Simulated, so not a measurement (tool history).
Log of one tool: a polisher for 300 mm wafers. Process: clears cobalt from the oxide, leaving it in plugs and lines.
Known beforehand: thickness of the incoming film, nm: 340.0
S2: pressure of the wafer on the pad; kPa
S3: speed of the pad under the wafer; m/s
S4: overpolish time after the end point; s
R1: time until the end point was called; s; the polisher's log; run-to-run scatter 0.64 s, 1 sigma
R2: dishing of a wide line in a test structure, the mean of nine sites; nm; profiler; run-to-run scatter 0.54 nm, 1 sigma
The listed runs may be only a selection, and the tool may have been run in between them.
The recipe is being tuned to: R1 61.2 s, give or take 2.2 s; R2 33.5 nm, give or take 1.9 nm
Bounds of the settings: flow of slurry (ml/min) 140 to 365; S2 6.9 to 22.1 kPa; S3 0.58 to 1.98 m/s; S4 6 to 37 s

run 1 hour=0 | flow_of_slurry_(ml/min)=235 S2=14.5 S3=1.28 S4=19 | R1=64.369 R2=49.64
run 2 hour=5.2 | flow_of_slurry_(ml/min)=235 S2=11.7 S3=1.28 S4=19 | R1=78.365 R2=46.453
run 3 hour=13.9 | flow_of_slurry_(ml/min)=235 S2=11.7 S3=1.28 S4=23 | R1=79.584 R2=47.925
run 4 hour=16.8 | flow_of_slurry_(ml/min)=235 S2=11.7 S3=1.34 S4=20 | R1=75.28 R2=47.341
run 5 hour=21.8 | flow_of_slurry_(ml/min)=235 S2=11.7 S3=1.14 S4=20 | R1=87.34 R2=44.331
run 6 hour=25.6 | flow_of_slurry_(ml/min)=260 S2=13.1 S3=1.1 S4=18 | R1=80.984 R2=43.916
run 7 hour=31.7 | flow_of_slurry_(ml/min)=280 S2=13.8 S3=1.06 S4=16 | R1=80.443 R2=41.243
run 8 hour=37.1 | flow_of_slurry_(ml/min)=295 S2=14.5 S3=1.04 S4=14 | R1=76.263 R2=39.243
run 9 hour=39.6 | flow_of_slurry_(ml/min)=360 S2=17.2 S3=1.02 S4=6 | R1=64.034 R2=26.209
run 10 hour=45.6 | flow_of_slurry_(ml/min)=350 S2=17.2 S3=1.02 S4=7 | R1=63.603 R2=30.11
run 11 hour=53.4 | flow_of_slurry_(ml/min)=345 S2=17.2 S3=1.02 S4=7 | R1=66.027 R2=29.303
run 12 hour=59.1 | flow_of_slurry_(ml/min)=340 S2=17.2 S3=1.02 S4=8 | R1=64.453 R2=31.794
run 13 hour=65.4 | flow_of_slurry_(ml/min)=340 S2=17.2 S3=1.02 S4=8 | R1=64.804 R2=32.083

Which one of the following 4 next-run settings gets every result inside its allowed miss? There is exactly one.
run A hour=71.7 | flow_of_slurry_(ml/min)=335 S2=15.2 S3=1.08 S4=9 | R1=? R2=?
run B hour=71.7 | flow_of_slurry_(ml/min)=290 S2=15.9 S3=1.18 S4=8 | R1=? R2=?
run C hour=71.7 | flow_of_slurry_(ml/min)=300 S2=17.2 S3=0.98 S4=8 | R1=? R2=?
run D hour=71.7 | flow_of_slurry_(ml/min)=365 S2=14.5 S3=1.14 S4=8 | R1=? R2=?

move=A R1=68.798 R2=32.92
move=B R1=61.274 R2=32.86
move=C R1=67.361 R2=30.976
move=D R1=67.85 R2=30.836
A: further off than the last run
B: each result inside its tolerance
C: further off than the last run
D: further off than the last run
So the answer is move B, the one that meets all the targets.
